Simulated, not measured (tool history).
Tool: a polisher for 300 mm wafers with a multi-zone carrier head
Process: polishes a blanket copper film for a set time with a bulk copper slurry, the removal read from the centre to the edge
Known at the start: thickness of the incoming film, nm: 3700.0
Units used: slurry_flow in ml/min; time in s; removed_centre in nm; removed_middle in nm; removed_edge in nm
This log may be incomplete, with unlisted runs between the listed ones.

run 1 hour=0.0 | slurry_flow=150 centre_zone=1.00 middle_zone=1.00 edge_zone=1.00 slurry_solids=1.00 time=44 | removed_centre=336.52 removed_middle=348.42 removed_edge=344.06
run 2 hour=2.3 | slurry_flow=145 centre_zone=0.96 middle_zone=1.01 edge_zone=0.97 slurry_solids=0.90 time=42 | removed_centre=302.94 removed_middle=330.75 removed_edge=325.70
run 3 hour=3.3 | slurry_flow=145 centre_zone=0.95 middle_zone=1.04 edge_zone=0.95 slurry_solids=0.85 time=39 | removed_centre=277.56 removed_middle=311.00 removed_edge=296.00
run 4 hour=11.2 | slurry_flow=125 centre_zone=0.95 middle_zone=1.04 edge_zone=0.95 slurry_solids=0.85 time=39 | removed_centre=265.84 removed_middle=304.81 removed_edge=291.79
run 5 hour=14.7 | slurry_flow=125 centre_zone=1.00 middle_zone=1.04 edge_zone=0.95 slurry_solids=0.85 time=39 | removed_centre=284.15 removed_middle=303.78 removed_edge=299.30
run 6 hour=16.0 | slurry_flow=125 centre_zone=1.00 middle_zone=1.04 edge_zone=0.90 slurry_solids=0.85 time=39 | removed_centre=282.25 removed_middle=305.88 removed_edge=290.99
-- hour=19.3 worn pad replaced by a new one
run 7 hour=19.3 | slurry_flow=125 centre_zone=1.00 middle_zone=1.04 edge_zone=0.90 slurry_solids=0.85 time=39 | removed_centre=297.34 removed_middle=316.02 removed_edge=305.39
run 8 hour=25.2 | slurry_flow=145 centre_zone=0.97 middle_zone=1.06 edge_zone=0.94 slurry_solids=0.75 time=38 | removed_centre=285.11 removed_middle=326.48 removed_edge=305.39
run 9 hour=26.4 | slurry_flow=120 centre_zone=0.87 middle_zone=1.09 edge_zone=0.84 slurry_solids=0.50 time=30 | removed_centre=186.91 removed_middle=242.63 removed_edge=213.53

Forecast run 10:
run 10 hour=29.9 | slurry_flow=120 centre_zone=0.87 middle_zone=1.09 edge_zone=0.84 slurry_solids=0.50 time=30 | removed_centre=? removed_middle=? removed_edge=?

{"run 10": {"removed_centre": 186.61, "removed_middle": 243.03, "removed_edge": 213.34}}

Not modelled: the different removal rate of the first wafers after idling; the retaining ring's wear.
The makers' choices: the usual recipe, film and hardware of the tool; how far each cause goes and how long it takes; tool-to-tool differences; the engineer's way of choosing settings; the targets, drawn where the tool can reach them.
